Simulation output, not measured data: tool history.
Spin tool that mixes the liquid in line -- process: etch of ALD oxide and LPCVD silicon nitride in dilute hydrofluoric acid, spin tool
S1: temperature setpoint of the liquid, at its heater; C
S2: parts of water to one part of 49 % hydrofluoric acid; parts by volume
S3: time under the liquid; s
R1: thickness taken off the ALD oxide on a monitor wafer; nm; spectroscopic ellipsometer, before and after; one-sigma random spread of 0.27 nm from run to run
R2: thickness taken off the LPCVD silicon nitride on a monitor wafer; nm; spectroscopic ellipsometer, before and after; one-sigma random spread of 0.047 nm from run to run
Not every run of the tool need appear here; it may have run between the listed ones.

run 1 hour=0.0 | S1=24.0 S2=90 S3=130 | R1=14.6740 R2=0.81412
run 2 hour=2.0 | S1=25.0 S2=80 S3=130 | R1=17.5920 R2=0.92444
run 3 hour=9.2 | S1=25.0 S2=80 S3=75 | R1=10.0160 R2=0.55049
run 4 hour=15.0 | S1=26.5 S2=80 S3=75 | R1=10.8460 R2=0.64060
run 5 hour=15.7 | S1=28.0 S2=80 S3=75 | R1=11.3170 R2=0.69128
run 6 hour=24.3 | S1=28.0 S2=80 S3=20 | R1=3.0509 R2=0.18604
run 7 hour=32.6 | S1=28.5 S2=65 S3=35 | R1=6.8034 R2=0.40928
run 8 hour=36.9 | S1=29.0 S2=55 S3=40 | R1=9.5239 R2=0.55809
run 9 hour=43.3 | S1=32.0 S2=20 S3=80 | R1=62.5050 R2=3.69970

For run 10, what comes out?
run 10 hour=47.0 | S1=30.0 S2=25 S3=80 | R1=? R2=?

R1: 45.8020 nm
R2: 2.52270 nm
